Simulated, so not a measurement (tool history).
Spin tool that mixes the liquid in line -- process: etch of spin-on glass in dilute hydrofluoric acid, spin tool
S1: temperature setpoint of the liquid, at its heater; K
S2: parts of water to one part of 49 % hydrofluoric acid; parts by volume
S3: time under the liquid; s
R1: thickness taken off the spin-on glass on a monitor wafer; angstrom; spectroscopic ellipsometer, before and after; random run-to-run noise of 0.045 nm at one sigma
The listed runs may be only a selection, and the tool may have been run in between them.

run 1 hour=0 | S1=294.15 S2=90 S3=15 | R1=29.514
run 2 hour=8.4 | S1=294.15 S2=75 S3=15 | R1=36.126
run 3 hour=11.7 | S1=294.15 S2=55 S3=15 | R1=50.692
run 4 hour=19.6 | S1=292.65 S2=55 S3=15 | R1=47.596
run 5 hour=22.9 | S1=292.65 S2=55 S3=15 | R1=47.308
run 6 hour=27.5 | S1=291.15 S2=55 S3=15 | R1=44.527
run 7 hour=36 | S1=294.15 S2=55 S3=15 | R1=50.775
run 8 hour=44.1 | S1=294.15 S2=55 S3=15 | R1=50.539
run 9 hour=50.8 | S1=296.15 S2=55 S3=15 | R1=54.476
run 10 hour=54.9 | S1=297.65 S2=55 S3=15 | R1=58.494
run 11 hour=63 | S1=298.65 S2=55 S3=15 | R1=61.448

Estimate the outcome of run 12 from the log above:
run 12 hour=64.5 | S1=299.15 S2=55 S3=15 | R1=?

{"run 12": {"R1": 62.151}}
